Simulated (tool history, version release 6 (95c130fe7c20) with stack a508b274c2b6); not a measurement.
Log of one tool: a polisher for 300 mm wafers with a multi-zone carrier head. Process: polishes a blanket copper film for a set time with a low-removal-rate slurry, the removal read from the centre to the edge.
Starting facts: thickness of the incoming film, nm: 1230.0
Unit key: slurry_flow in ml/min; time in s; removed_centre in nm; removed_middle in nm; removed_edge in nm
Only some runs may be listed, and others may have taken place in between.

{"run": 1, "hour": 0.0, "slurry_flow": 150, "centre_zone": 1.0, "middle_zone": 1.0, "edge_zone": 1.0, "slurry_solids": 1.0, "time": 84, "removed_centre": 223.42, "removed_middle": 245.56, "removed_edge": 246.34}
{"run": 2, "hour": 8.9, "slurry_flow": 145, "centre_zone": 1.01, "middle_zone": 0.96, "edge_zone": 1.0, "slurry_solids": 0.9, "time": 82, "removed_centre": 210.6, "removed_middle": 223.84, "removed_edge": 236.84}
{"run": 3, "hour": 11.5, "slurry_flow": 145, "centre_zone": 1.01, "middle_zone": 0.96, "edge_zone": 1.0, "slurry_solids": 0.9, "time": 102, "removed_centre": 264.62, "removed_middle": 289.85, "removed_edge": 293.93}
{"run": 4, "hour": 20.1, "slurry_flow": 145, "centre_zone": 1.03, "middle_zone": 0.93, "edge_zone": 1.0, "slurry_solids": 0.85, "time": 96, "removed_centre": 250.54, "removed_middle": 260.99, "removed_edge": 270.92}
{"run": 5, "hour": 28.6, "slurry_flow": 145, "centre_zone": 0.97, "middle_zone": 0.93, "edge_zone": 1.0, "slurry_solids": 0.85, "time": 96, "removed_centre": 237.2, "removed_middle": 265.3, "removed_edge": 273.78}
{"run": 6, "hour": 34.3, "slurry_flow": 145, "centre_zone": 0.97, "middle_zone": 1.01, "edge_zone": 1.0, "slurry_solids": 0.85, "time": 96, "removed_centre": 240.21, "removed_middle": 274.12, "removed_edge": 274.25}
{"hour": 41.5, "done": "centre zone pressure recalibrated"}
{"run": 7, "hour": 41.5, "slurry_flow": 140, "centre_zone": 1.0, "middle_zone": 0.98, "edge_zone": 1.01, "slurry_solids": 0.8, "time": 92, "removed_centre": 255.12, "removed_middle": 250.08, "removed_edge": 259.5}
{"run": 8, "hour": 47.9, "slurry_flow": 140, "centre_zone": 1.0, "middle_zone": 0.98, "edge_zone": 1.01, "slurry_solids": 0.8, "time": 92, "removed_centre": 256.84, "removed_middle": 250.69, "removed_edge": 258.82}
{"run": 9, "hour": 55.6, "slurry_flow": 130, "centre_zone": 0.98, "middle_zone": 0.95, "edge_zone": 1.01, "slurry_solids": 0.75, "time": 88, "removed_centre": 231.04, "removed_middle": 225.99, "removed_edge": 244.74}
{"run": 10, "hour": 64.3, "slurry_flow": 130, "centre_zone": 0.98, "middle_zone": 0.95, "edge_zone": 1.01, "slurry_solids": 0.75, "time": 88, "removed_centre": 229.51, "removed_middle": 230.26, "removed_edge": 239.59}
{"run": 11, "hour": 71.7, "slurry_flow": 130, "centre_zone": 0.98, "middle_zone": 0.92, "edge_zone": 1.03, "slurry_solids": 0.7, "time": 84, "removed_centre": 216.82, "removed_middle": 203.47, "removed_edge": 228.27}
{"run": 12, "hour": 75.8, "slurry_flow": 130, "centre_zone": 0.98, "middle_zone": 0.92, "edge_zone": 1.03, "slurry_solids": 0.7, "time": 84, "removed_centre": 218.72, "removed_middle": 208.68, "removed_edge": 230.63}
{"run": 13, "hour": 82.7, "slurry_flow": 125, "centre_zone": 0.98, "middle_zone": 0.9, "edge_zone": 1.03, "slurry_solids": 0.65, "time": 82, "removed_centre": 206.01, "removed_middle": 198.63, "removed_edge": 217.42}
{"run": 14, "hour": 91.6, "slurry_flow": 115, "centre_zone": 1.07, "middle_zone": 0.81, "edge_zone": 1.13, "slurry_solids": 0.5, "time": 72, "removed_centre": 181.58, "removed_middle": 144.63, "removed_edge": 189.2}

Run 15 has not been measured yet. What should we expect?
{"run": 15, "hour": 99.8, "slurry_flow": 120, "centre_zone": 1.07, "middle_zone": 0.82, "edge_zone": 1.13, "slurry_solids": 0.5, "time": 72, "removed_centre": "?", "removed_middle": "?", "removed_edge": "?"}

Run 15 yielded removed_centre 179.79 nm, removed_middle 145.32 nm, removed_edge 189.08 nm.
